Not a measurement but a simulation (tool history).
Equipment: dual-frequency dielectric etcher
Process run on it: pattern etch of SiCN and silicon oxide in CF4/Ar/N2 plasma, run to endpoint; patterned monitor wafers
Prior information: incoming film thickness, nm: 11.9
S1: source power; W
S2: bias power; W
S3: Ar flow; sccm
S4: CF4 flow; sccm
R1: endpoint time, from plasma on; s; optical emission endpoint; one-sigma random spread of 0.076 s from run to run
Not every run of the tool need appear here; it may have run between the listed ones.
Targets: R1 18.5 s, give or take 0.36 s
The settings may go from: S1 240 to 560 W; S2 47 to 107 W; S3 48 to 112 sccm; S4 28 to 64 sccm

run  hour   S1  S2  S3  S4      R1
  1     0  400  77  80  46  15.754
  2   2.3  400  64  80  46  16.856
  3   4.2  390  64  80  46   17.16
  4   9.9  380  64  80  46  17.451
  5  14.9  450  64  80  46  15.476
  6  21.4  450  77  80  46   14.57
  7  23.2  420  76  80  46  15.283
  8  31.3  400  76  80  46  15.814
  9  32.1  380  76  80  46  16.504

Pick the move, out of 5, that brings all results within their allowed miss; only one does.
  A  32.9  310  70  87  46   ?
  B  32.9  350  78  78  39   ?
  C  32.9  400  81  83  43   ?
  D  32.9  330  67  62  42   ?
  E  32.9  380  77  99  61   ?

move      R1
   A  19.877
   B  17.776
   C  15.866
   D  18.722
   E  16.298
A: takes the result that was furthest off past its target
B: nearer than the last run, and not there yet
C: further off than the last run
D: every result lands within tolerance
E: further off than the last run
D meets every target.

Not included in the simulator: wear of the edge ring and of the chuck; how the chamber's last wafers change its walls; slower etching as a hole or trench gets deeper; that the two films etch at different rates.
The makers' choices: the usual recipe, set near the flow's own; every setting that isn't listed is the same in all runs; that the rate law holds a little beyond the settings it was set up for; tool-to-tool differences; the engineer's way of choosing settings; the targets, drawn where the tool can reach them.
